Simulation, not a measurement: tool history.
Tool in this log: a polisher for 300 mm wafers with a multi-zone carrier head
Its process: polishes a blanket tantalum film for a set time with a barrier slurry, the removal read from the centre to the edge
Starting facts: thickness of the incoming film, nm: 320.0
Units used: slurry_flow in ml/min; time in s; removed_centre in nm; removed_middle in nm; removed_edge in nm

run 1 hour=0.0 | slurry_flow=295 centre_zone=1.00 middle_zone=1.00 edge_zone=1.00 slurry_solids=1.00 time=34 | removed_centre=37.217 removed_middle=36.287 removed_edge=36.581
run 2 hour=8.7 | slurry_flow=295 centre_zone=1.00 middle_zone=1.00 edge_zone=1.00 slurry_solids=0.90 time=34 | removed_centre=36.006 removed_middle=35.336 removed_edge=35.059
run 3 hour=10.8 | slurry_flow=285 centre_zone=0.97 middle_zone=0.96 edge_zone=0.98 slurry_solids=0.85 time=34 | removed_centre=34.676 removed_middle=32.991 removed_edge=34.160
run 4 hour=17.9 | slurry_flow=360 centre_zone=0.97 middle_zone=0.96 edge_zone=0.98 slurry_solids=0.85 time=34 | removed_centre=35.092 removed_middle=34.014 removed_edge=35.351
run 5 hour=21.8 | slurry_flow=360 centre_zone=0.97 middle_zone=0.96 edge_zone=0.98 slurry_solids=0.85 time=39 | removed_centre=40.810 removed_middle=39.588 removed_edge=39.971
run 6 hour=26.6 | slurry_flow=360 centre_zone=0.97 middle_zone=0.96 edge_zone=0.98 slurry_solids=0.95 time=39 | removed_centre=40.734 removed_middle=40.268 removed_edge=41.622
run 7 hour=31.0 | slurry_flow=360 centre_zone=0.97 middle_zone=0.96 edge_zone=0.98 slurry_solids=0.95 time=39 | removed_centre=41.640 removed_middle=40.725 removed_edge=41.099

Expected results for the next run?
run 8 hour=37.3 | slurry_flow=350 centre_zone=0.94 middle_zone=0.94 edge_zone=0.97 slurry_solids=0.85 time=38 | removed_centre=? removed_middle=? removed_edge=?

{"run 8": {"removed_centre": 37.911, "removed_middle": 37.512, "removed_edge": 38.544}}
